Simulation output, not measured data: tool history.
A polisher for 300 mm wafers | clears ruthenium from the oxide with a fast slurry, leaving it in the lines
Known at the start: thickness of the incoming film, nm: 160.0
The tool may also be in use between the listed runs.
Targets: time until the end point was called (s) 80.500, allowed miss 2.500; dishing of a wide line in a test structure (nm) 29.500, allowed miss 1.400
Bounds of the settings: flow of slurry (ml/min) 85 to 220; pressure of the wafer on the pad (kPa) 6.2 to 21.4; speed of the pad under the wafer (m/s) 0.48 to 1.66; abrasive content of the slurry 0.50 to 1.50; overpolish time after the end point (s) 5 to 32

run	hour	flow of slurry (ml/min)	pressure of the wafer on the pad (kPa)	speed of the pad under the wafer (m/s)	abrasive content of the slurry	overpolish time after the end point (s)	time until the end point was called (s)	dishing of a wide line in a test structure (nm)
1	0.0	140	13.8	1.06	1.00	16	45.372	39.556
2	2.2	140	11.0	1.06	1.00	16	56.863	32.977
3	3.5	140	11.0	0.80	1.00	16	70.835	27.020
4	10.8	135	11.0	0.80	1.00	17	70.895	28.795
5	18.2	130	11.0	0.80	1.00	17	71.830	27.317
6	25.9	130	11.0	0.60	1.00	17	91.315	22.751
7	31.2	140	11.0	0.60	1.00	18	89.939	24.758
8	40.1	145	11.0	0.60	1.00	18	89.067	25.055
9	41.4	150	11.0	0.60	1.00	18	88.269	24.633
10	48.8	155	11.7	0.60	1.00	19	82.372	27.260

4 next moves are on the table. One of them brings every result within its allowed miss. Which?
A	56.2	145	12.4	0.54	1.05	18	?	?
B	56.2	170	11.0	0.62	1.00	19	?	?
C	56.2	150	12.4	0.54	1.05	16	?	?
D	56.2	125	14.5	0.56	0.85	20	?	?

move	time until the end point was called (s)	dishing of a wide line in a test structure (nm)
A	84.510	25.498
B	85.660	26.394
C	84.132	23.123
D	80.366	29.077
A: further off than the last run
B: further off than the last run
C: further off than the last run
D: meets every target
The right move is D.
